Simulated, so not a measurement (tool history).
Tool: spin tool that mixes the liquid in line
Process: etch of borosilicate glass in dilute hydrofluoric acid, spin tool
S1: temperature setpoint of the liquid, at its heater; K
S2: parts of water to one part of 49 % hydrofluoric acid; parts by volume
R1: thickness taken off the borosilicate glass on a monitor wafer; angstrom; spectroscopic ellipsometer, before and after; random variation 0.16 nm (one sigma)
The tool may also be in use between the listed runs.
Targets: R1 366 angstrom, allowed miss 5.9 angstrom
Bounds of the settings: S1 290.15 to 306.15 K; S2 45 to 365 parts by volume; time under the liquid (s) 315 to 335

run 1 hour=0 | S1=298.15 S2=205 time_under_the_liquid_(s)=315 | R1=417.53
run 2 hour=4 | S1=298.15 S2=205 time_under_the_liquid_(s)=335 | R1=446.4
run 3 hour=6.9 | S1=298.15 S2=205 time_under_the_liquid_(s)=335 | R1=449.1
run 4 hour=15.2 | S1=296.65 S2=205 time_under_the_liquid_(s)=335 | R1=423.99
run 5 hour=18.6 | S1=295.65 S2=205 time_under_the_liquid_(s)=335 | R1=404.03
run 6 hour=22.7 | S1=295.65 S2=160 time_under_the_liquid_(s)=335 | R1=545.89
run 7 hour=27.8 | S1=294.15 S2=165 time_under_the_liquid_(s)=335 | R1=496.18
run 8 hour=32.5 | S1=294.15 S2=165 time_under_the_liquid_(s)=335 | R1=497.11
run 9 hour=38.4 | S1=290.15 S2=200 time_under_the_liquid_(s)=335 | R1=338.53
run 10 hour=42.9 | S1=290.15 S2=200 time_under_the_liquid_(s)=335 | R1=340.51
run 11 hour=44 | S1=290.15 S2=200 time_under_the_liquid_(s)=335 | R1=338.65

Which of these 5 next moves meets every target?
run A hour=45.1 | S1=290.15 S2=195 time_under_the_liquid_(s)=335 | R1=?
run B hour=45.1 | S1=290.15 S2=170 time_under_the_liquid_(s)=315 | R1=?
run C hour=45.1 | S1=290.65 S2=185 time_under_the_liquid_(s)=335 | R1=?
run D hour=45.1 | S1=290.65 S2=180 time_under_the_liquid_(s)=315 | R1=?
run E hour=45.1 | S1=290.15 S2=180 time_under_the_liquid_(s)=335 | R1=?

move=A R1=347.17
move=B R1=383.29
move=C R1=376.82
move=D R1=365.89
move=E R1=381.38
A: nearer than the last run, and not there yet
B: takes the result that was furthest off past its target
C: takes the result that was furthest off past its target
D: meets every target
E: takes the result that was furthest off past its target
Answer: D
